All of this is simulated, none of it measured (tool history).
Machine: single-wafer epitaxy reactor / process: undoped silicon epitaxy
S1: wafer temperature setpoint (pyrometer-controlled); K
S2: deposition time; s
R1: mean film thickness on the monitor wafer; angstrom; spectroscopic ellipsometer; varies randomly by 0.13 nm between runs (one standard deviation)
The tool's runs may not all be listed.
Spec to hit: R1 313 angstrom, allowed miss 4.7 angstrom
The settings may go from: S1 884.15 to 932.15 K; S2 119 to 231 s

| run | hour | S1 | S2 | R1 |
|---|---|---|---|---|
| 1 | 0 | 908.15 | 175 | 246.15 |
| 2 | 7.7 | 900.15 | 175 | 200.12 |
| 3 | 9.8 | 893.15 | 175 | 165.67 |
| 4 | 18.2 | 884.15 | 175 | 131.05 |
| 5 | 20.4 | 884.15 | 191 | 142.71 |
| 6 | 23.9 | 884.15 | 206 | 154.24 |
|  | 32.6 | pyrometer calibrated |
| 7 | 32.6 | 896.15 | 207 | 186.24 |
| 8 | 36.6 | 900.15 | 208 | 208.63 |
| 9 | 39.6 | 903.15 | 208 | 226.32 |

4 candidate next runs follow, results not yet known. Just one meets every target within its allowed miss. Identify it.
| A | 42.6 | 910.15 | 224 | ? |
| B | 42.6 | 888.15 | 201 | ? |
| C | 42.6 | 920.15 | 222 | ? |
| D | 42.6 | 917.15 | 202 | ? |

| move | R1 |
|---|---|
| A | 290.59 |
| B | 146.33 |
| C | 370.61 |
| D | 312.86 |
A: closer than the last run, but not yet in spec
B: moves away from the targets compared with the last run
C: takes the result that was furthest off past its target
D: each result inside its tolerance
Answer: D
